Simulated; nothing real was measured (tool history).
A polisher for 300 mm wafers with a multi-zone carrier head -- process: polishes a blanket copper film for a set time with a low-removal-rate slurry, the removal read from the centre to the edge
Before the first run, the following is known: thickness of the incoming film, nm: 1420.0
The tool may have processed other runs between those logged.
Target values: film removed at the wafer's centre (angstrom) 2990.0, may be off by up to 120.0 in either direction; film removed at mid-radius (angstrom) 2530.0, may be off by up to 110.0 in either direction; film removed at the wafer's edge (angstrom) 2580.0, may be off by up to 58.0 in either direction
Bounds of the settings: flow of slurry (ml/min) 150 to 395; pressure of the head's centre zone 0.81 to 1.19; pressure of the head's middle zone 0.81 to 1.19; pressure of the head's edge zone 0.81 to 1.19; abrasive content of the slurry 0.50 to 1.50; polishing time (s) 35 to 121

run    day  flow of slurry (ml/min)  pressure of the head's centre zone  pressure of the head's middle zone  pressure of the head's edge zone  abrasive content of the slurry  polishing time (s)  film removed at the wafer's centre (angstrom)  film removed at mid-radius (angstrom)  film removed at the wafer's edge (angstrom)
  1  0.000                      250                                1.00                                1.00                              1.00                            1.00                  78                                         1915.4                                 1862.3                                       1865.0
  2  0.171                      250                                1.00                                1.00                              0.96                            1.00                  78                                         1902.6                                 1793.3                                       1848.4
  3  0.262                      250                                1.00                                1.00                              0.96                            0.85                  78                                         1863.1                                 1758.4                                       1791.9
  4  0.388                      260                                1.04                                1.00                              1.00                            1.00                  82                                         2110.4                                 1952.8                                       2004.0
  5  0.604                      260                                1.04                                1.00                              1.00                            1.00                  67                                         1697.8                                 1599.4                                       1628.9
  6  0.971                      275                                1.08                                1.00                              1.02                            1.15                  73                                         1989.5                                 1835.4                                       1889.1
  7  1.233                      285                                1.11                                1.01                              1.00                            1.25                  77                                         2221.0                                 1964.3                                       2019.5
  8  1.254                      295                                1.13                                1.02                              1.01                            1.30                  80                                         2437.5                                 2133.8                                       2110.5
  9  1.625                      305                                1.15                                1.02                              1.04                            1.35                  82                                         2503.0                                 2188.5                                       2219.0
 10  1.871                      310                                1.16                                1.02                              1.05                            1.40                  84                                         2635.4                                 2223.1                                       2286.5
 11  2.192                      315                                1.17                                1.03                              1.06                            1.45                  86                                         2764.5                                 2361.6                                       2375.7
 12  2.296                      320                                1.17                                1.03                              1.07                            1.45                  87                                         2793.0                                 2360.8                                       2451.6
 13  2.362                      325                                1.18                                1.04                              1.07                            1.45                  88                                         2795.7                                 2389.4                                       2463.9

Of the 4 settings listed for the next run, only one would bring every result within its allowed miss of target. Which one?
  A  2.429                      290                                1.17                                1.02                              0.99                            1.50                  88                                              ?                                      ?                                            ?
  B  2.429                      390                                1.19                                0.99                              1.15                            1.45                  87                                              ?                                      ?                                            ?
  C  2.429                      290                                1.07                                0.95                              1.19                            1.30                  89                                              ?                                      ?                                            ?
  D  2.429                      390                                1.19                                1.04                              1.06                            1.15                  97                                              ?                                      ?                                            ?

move  film removed at the wafer's centre (angstrom)  film removed at mid-radius (angstrom)  film removed at the wafer's edge (angstrom)
   A                                         2837.5                                 2361.4                                       2380.5
   B                                         2906.2                                 2328.5                                       2504.3
   C                                         2565.3                                 2191.5                                       2469.8
   D                                         3053.2                                 2531.7                                       2557.2
A: further off than the last run
B: better than the last run, though not everything is in spec
C: further off than the last run
D: hits every target within its allowed miss
So the answer is move D, the one that meets all the targets.
